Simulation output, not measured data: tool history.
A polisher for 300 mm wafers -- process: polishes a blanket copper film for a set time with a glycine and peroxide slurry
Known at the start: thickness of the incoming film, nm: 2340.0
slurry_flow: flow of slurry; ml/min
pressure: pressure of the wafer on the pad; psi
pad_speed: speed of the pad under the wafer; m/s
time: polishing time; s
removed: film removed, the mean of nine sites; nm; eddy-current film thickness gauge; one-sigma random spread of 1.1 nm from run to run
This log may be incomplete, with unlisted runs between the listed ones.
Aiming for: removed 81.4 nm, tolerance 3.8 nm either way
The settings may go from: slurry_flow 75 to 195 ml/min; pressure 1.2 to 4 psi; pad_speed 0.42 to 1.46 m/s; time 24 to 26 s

run,day,slurry_flow,pressure,pad_speed,time,removed
1,0,125,2.6,0.94,26,138.84
2,0.162,125,3.2,0.94,26,157.47
3,0.258,115,3.2,0.94,26,157.43
4,0.55,115,3.6,0.94,26,166.8
5,0.879,115,3.2,0.88,26,149.4
6,1.062,115,2.9,0.82,26,133.91
7,1.312,115,2.6,0.78,26,118.57
8,1.367,115,2.6,0.78,26,120.8
9,1.712,115,2.4,0.76,26,107.95
10,2.025,115,2.2,0.76,26,104.9
11,2.392,115,2.1,0.76,26,102.5
12,2.479,115,2,0.76,26,99.687
13,2.621,115,1.9,0.76,26,94.976
14,2.879,115,1.8,0.76,26,93.381
15,3.154,115,1.7,0.76,26,89.698
16,3.188,110,1.6,0.76,26,87.188

Below are 4 possible settings for the next run. Only one of them brings all results inside the allowed miss of their targets. Which is it?
A,3.221,110,1.9,0.74,26,?
B,3.221,105,1.5,0.88,26,?
C,3.221,115,1.7,0.82,26,?
D,3.221,115,1.2,0.96,24,?

move,removed
A,93.769
B,90.985
C,95.172
D,80.739
A: lands further from the targets than the last run did
B: lands further from the targets than the last run did
C: lands further from the targets than the last run did
D: in spec on every target
Correct choice: D, which meets every target

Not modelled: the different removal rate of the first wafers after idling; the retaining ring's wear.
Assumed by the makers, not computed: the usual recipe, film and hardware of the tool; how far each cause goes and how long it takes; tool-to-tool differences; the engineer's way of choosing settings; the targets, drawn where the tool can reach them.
